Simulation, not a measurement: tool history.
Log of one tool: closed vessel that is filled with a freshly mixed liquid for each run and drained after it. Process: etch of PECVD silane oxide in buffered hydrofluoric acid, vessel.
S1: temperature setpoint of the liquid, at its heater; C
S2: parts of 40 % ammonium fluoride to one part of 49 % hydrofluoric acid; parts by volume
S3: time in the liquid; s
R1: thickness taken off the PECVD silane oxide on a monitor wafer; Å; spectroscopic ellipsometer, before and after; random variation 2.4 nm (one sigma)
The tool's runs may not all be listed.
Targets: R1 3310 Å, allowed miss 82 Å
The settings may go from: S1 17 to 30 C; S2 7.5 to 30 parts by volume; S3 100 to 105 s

run    day    S1    S2   S3      R1
  1      0    22  20.5  100  1620.1
  2  0.375    22    18  100  1813.7
  3  0.446    22    18  100  1805.2
  4  0.717    24    18  100  2030.8
  5  0.996    24    18  100  2019.6
  6  1.267    24    21  100    1751
  7  1.588  25.5    19  100  2111.2
  8  1.717  26.5    18  100    2285
  9  1.838  27.5    17  100  2569.8
 10  1.942    30  14.5  100  3442.8

5 next moves are on the table. One of them brings every result within its allowed miss. Which?
  A  2.046  29.5  15.5  100   ?
  B  2.046    25  11.5  100   ?
  C  2.046    30  16.5  105   ?
  D  2.046    27  14.5  105   ?
  E  2.046    30    17  105   ?

move      R1
   A  3164.2
   B  3331.7
   C  3208.1
   D  3105.5
   E  3115.5
A: takes the result that was furthest off past its target
B: meets every target
C: takes the result that was furthest off past its target
D: takes the result that was furthest off past its target
E: takes the result that was furthest off past its target
Answer: B
